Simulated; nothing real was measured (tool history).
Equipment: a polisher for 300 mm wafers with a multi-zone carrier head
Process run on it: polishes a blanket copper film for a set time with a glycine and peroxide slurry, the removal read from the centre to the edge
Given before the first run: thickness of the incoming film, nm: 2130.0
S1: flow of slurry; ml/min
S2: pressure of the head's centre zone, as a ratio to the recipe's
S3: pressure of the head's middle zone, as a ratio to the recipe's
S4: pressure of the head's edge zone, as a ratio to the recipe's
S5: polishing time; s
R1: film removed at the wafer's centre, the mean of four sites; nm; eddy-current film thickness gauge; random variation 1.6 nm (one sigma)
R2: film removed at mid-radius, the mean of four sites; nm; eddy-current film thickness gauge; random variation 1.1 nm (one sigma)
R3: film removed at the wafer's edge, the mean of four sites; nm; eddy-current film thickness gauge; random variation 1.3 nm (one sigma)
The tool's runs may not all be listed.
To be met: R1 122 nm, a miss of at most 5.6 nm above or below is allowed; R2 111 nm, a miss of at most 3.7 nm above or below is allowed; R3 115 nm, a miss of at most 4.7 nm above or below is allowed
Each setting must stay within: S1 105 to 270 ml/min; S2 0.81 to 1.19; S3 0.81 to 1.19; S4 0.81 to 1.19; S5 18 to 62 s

{"run": 1, "hour": 0.0, "S1": 175, "S2": 1, "S3": 1, "S4": 1, "S5": 40, "R1": 206.18, "R2": 200.52, "R3": 199.53}
{"run": 2, "hour": 8.1, "S1": 175, "S2": 1, "S3": 1, "S4": 1.05, "S5": 40, "R1": 202.09, "R2": 199.31, "R3": 204.41}
{"run": 3, "hour": 15.9, "S1": 175, "S2": 1, "S3": 0.96, "S4": 1.05, "S5": 40, "R1": 205.44, "R2": 191.51, "R3": 204.7}
{"run": 4, "hour": 24.9, "S1": 170, "S2": 0.99, "S3": 0.95, "S4": 1.02, "S5": 36, "R1": 183.2, "R2": 174.95, "R3": 180.84}
{"run": 5, "hour": 30.9, "S1": 170, "S2": 0.99, "S3": 0.88, "S4": 1.02, "S5": 36, "R1": 185.61, "R2": 160, "R3": 180.93}
{"hour": 36.2, "done": "worn pad replaced by a new one"}
{"run": 6, "hour": 36.2, "S1": 165, "S2": 0.98, "S3": 0.87, "S4": 0.99, "S5": 33, "R1": 171.24, "R2": 156.09, "R3": 175}
{"run": 7, "hour": 44.4, "S1": 155, "S2": 1.01, "S3": 0.9, "S4": 1.02, "S5": 30, "R1": 158.88, "R2": 143.15, "R3": 159.67}
{"run": 8, "hour": 47.5, "S1": 145, "S2": 1.02, "S3": 0.9, "S4": 1, "S5": 28, "R1": 149.81, "R2": 129.53, "R3": 144.1}
{"run": 9, "hour": 48.5, "S1": 140, "S2": 1.02, "S3": 0.91, "S4": 0.99, "S5": 27, "R1": 139.02, "R2": 123.76, "R3": 139.17}

Next run, 5 choices. One meets every target within its allowed miss, the rest don't. Which?
{"run": "A", "hour": 49.5, "S1": 150, "S2": 1.19, "S3": 0.9, "S4": 1.04, "S5": 29, "R1": "?", "R2": "?", "R3": "?"}
{"run": "B", "hour": 49.5, "S1": 110, "S2": 1.11, "S3": 0.81, "S4": 1.07, "S5": 26, "R1": "?", "R2": "?", "R3": "?"}
{"run": "C", "hour": 49.5, "S1": 115, "S2": 1.1, "S3": 0.82, "S4": 1.06, "S5": 25, "R1": "?", "R2": "?", "R3": "?"}
{"run": "D", "hour": 49.5, "S1": 110, "S2": 0.92, "S3": 0.85, "S4": 0.99, "S5": 34, "R1": "?", "R2": "?", "R3": "?"}
{"run": "E", "hour": 49.5, "S1": 175, "S2": 0.99, "S3": 0.9, "S4": 0.86, "S5": 23, "R1": "?", "R2": "?", "R3": "?"}

move=A R1=178.18 R2=136.74 R3=152.38
move=B R1=135.62 R2=103.63 R3=131
move=C R1=131.28 R2=102.04 R3=126.54
move=D R1=146.82 R2=141.12 R3=164.82
move=E R1=121.52 R2=111.97 R3=113
A: its largest miss is bigger than the last run's
B: better than the last run, though not everything is in spec
C: better than the last run, though not everything is in spec
D: its largest miss is bigger than the last run's
E: every result lands within tolerance
Correct choice: E, which meets every target
